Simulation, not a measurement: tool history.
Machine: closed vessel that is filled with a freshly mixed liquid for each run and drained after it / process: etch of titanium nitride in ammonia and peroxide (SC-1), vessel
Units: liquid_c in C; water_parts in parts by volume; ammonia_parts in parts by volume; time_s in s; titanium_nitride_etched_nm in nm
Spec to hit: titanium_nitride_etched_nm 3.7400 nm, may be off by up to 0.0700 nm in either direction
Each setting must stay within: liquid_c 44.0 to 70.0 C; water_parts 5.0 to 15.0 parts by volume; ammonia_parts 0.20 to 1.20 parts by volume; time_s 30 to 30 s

run,hour,liquid_c,water_parts,ammonia_parts,time_s,titanium_nitride_etched_nm
1,0.0,60.0,8.5,0.70,30,4.6565
2,5.0,59.0,8.5,0.70,30,4.3170
3,8.4,59.0,8.5,0.55,30,4.1224
4,15.6,59.0,8.5,0.55,30,4.1607
5,22.6,61.5,8.5,0.55,30,4.9385
6,29.9,61.5,8.5,0.55,30,4.9193
7,36.7,60.5,8.5,0.55,30,4.5811
8,43.4,60.0,8.5,0.55,30,4.4610
9,49.0,59.5,8.5,0.55,30,4.3492
10,55.8,59.0,8.5,0.55,30,4.1792
11,58.6,58.5,8.5,0.55,30,4.0224
12,64.0,58.0,8.5,0.55,30,3.8918

Exactly one of the 5 candidate moves below puts every result within its allowed miss. Which one?
A,69.4,58.0,8.5,0.65,30,?
B,69.4,55.0,5.5,0.40,30,?
C,69.4,59.0,10.0,0.65,30,?
D,69.4,62.5,14.0,0.50,30,?
E,69.4,58.5,8.5,0.50,30,?

move,titanium_nitride_etched_nm
A,4.0420
B,3.7898
C,3.9731
D,3.9828
E,3.9989
A: its largest miss is bigger than the last run's
B: all results in spec
C: its largest miss is bigger than the last run's
D: its largest miss is bigger than the last run's
E: its largest miss is bigger than the last run's
Answer: B

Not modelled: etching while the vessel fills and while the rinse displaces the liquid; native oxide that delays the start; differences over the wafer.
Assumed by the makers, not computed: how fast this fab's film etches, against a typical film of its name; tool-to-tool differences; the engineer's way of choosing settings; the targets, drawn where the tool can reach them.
